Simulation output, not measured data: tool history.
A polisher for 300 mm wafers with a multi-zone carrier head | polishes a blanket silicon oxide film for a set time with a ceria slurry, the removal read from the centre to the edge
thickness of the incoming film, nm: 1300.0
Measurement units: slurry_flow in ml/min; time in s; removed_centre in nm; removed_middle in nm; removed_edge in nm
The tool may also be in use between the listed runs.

run  hour  slurry_flow  centre_zone  middle_zone  edge_zone  time  removed_centre  removed_middle  removed_edge
  1     0          240            1            1          1    66          303.46          319.93        321.96
  2   5.1          240         0.92            1          1    66          285.74          317.38        319.86
  3   9.2          230         0.98         0.96       0.99    62          284.06          287.58        297.69
  4  11.6          220         1.01         0.93       0.99    60          287.47          271.65        287.88
  5  19.4          220         1.01         0.93       0.99    66          314.83          297.19        315.81
  6  26.2          210         1.02          0.9       0.99    63          298.88          273.77        304.09
  7  33.5          200         1.04         0.88       0.98    60          293.12          256.42        283.08

The next listed run, before its measurement:
  8  34.5          190         1.05         0.86       0.99    58               ?               ?             ?

{"run 8": {"removed_centre": 281.23, "removed_middle": 240.32, "removed_edge": 272.16}}
